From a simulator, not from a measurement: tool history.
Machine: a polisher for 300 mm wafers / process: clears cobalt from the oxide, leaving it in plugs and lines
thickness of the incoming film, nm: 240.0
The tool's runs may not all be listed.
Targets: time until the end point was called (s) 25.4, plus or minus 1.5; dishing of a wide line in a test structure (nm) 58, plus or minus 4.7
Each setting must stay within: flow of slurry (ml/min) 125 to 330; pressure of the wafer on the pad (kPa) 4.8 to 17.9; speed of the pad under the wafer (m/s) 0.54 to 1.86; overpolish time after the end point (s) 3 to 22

| run | hour | flow of slurry (ml/min) | pressure of the wafer on the pad (kPa) | speed of the pad under the wafer (m/s) | overpolish time after the end point (s) | time until the end point was called (s) | dishing of a wide line in a test structure (nm) |
|---|---|---|---|---|---|---|---|
| 1 | 0 | 210 | 11 | 1.18 | 11 | 45.533 | 37.511 |
| 2 | 3 | 210 | 11.7 | 1.18 | 11 | 43.738 | 38.869 |
| 3 | 9.4 | 210 | 11.7 | 1.18 | 7 | 42.152 | 27.381 |
| 4 | 14 | 210 | 11.7 | 1.18 | 9 | 42.838 | 34.987 |
| 5 | 21.7 | 210 | 11.7 | 1.32 | 9 | 38.132 | 36.373 |
| 6 | 29.9 | 210 | 12.4 | 1.32 | 9 | 35.841 | 37.094 |
| 7 | 37.6 | 210 | 13.1 | 1.32 | 9 | 34.037 | 38.188 |
|  | 45.5 | slurry nozzle cleaned |
| 8 | 45.5 | 210 | 13.8 | 1.32 | 9 | 30.888 | 40.013 |

Of the 5 settings listed for the next run, only one would bring every result within its allowed miss of target. Which one?
| A | 53.4 | 225 | 14.5 | 1.26 | 11 | ? | ? |
| B | 53.4 | 255 | 13.8 | 1.62 | 17 | ? | ? |
| C | 53.4 | 200 | 14.5 | 1.38 | 11 | ? | ? |
| D | 53.4 | 195 | 15.2 | 1.28 | 11 | ? | ? |
| E | 53.4 | 215 | 14.5 | 1.44 | 10 | ? | ? |

| move | time until the end point was called (s) | dishing of a wide line in a test structure (nm) |
|---|---|---|
| A | 30.318 | 45.501 |
| B | 24.543 | 56.512 |
| C | 28.103 | 47.067 |
| D | 29.017 | 46.41 |
| E | 26.749 | 46.099 |
A: closes in on the targets versus the last run, not all within tolerance yet
B: each result inside its tolerance
C: closes in on the targets versus the last run, not all within tolerance yet
D: closes in on the targets versus the last run, not all within tolerance yet
E: closes in on the targets versus the last run, not all within tolerance yet
Answer: B
